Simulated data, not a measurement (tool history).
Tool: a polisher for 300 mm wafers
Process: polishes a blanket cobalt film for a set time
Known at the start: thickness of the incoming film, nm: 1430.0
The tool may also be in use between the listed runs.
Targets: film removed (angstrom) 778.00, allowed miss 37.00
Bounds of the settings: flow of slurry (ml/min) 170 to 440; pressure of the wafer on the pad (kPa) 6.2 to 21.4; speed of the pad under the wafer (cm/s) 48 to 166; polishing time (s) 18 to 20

run  hour  flow of slurry (ml/min)  pressure of the wafer on the pad (kPa)  speed of the pad under the wafer (cm/s)  polishing time (s)  film removed (angstrom)
  1   0.0                      280                                    13.8                                      106                  20                  1163.30
  2   7.4                      280                                    13.1                                      106                  20                  1142.40
  3   9.1                      280                                    15.2                                      106                  20                  1318.10
  4  18.1                      280                                    14.5                                      106                  20                  1251.60
  5  22.7                      280                                    16.5                                      106                  20                  1431.80
  6  25.3                      280                                    17.9                                      106                  20                  1540.60
  7  29.4                      280                                    16.5                                      106                  20                  1402.60
  8  33.7                      280                                    12.4                                      100                  20                  1046.00
  9  41.8                      280                                    11.7                                      100                  20                   959.69
 10  42.6                      280                                    10.3                                       98                  20                   850.91

Which of these 4 next moves meets every target?
  A  43.4                      290                                    11.7                                      106                  20                        ?
  B  43.4                      270                                    10.3                                      104                  18                        ?
  C  43.4                      230                                    12.4                                       96                  19                        ?
  D  43.4                      310                                    11.7                                      102                  18                        ?

move  film removed (angstrom)
   A                  1014.30
   B                   790.35
   C                   910.33
   D                   885.30
A: further off than the last run
B: meets every target
C: further off than the last run
D: further off than the last run
Answer: B

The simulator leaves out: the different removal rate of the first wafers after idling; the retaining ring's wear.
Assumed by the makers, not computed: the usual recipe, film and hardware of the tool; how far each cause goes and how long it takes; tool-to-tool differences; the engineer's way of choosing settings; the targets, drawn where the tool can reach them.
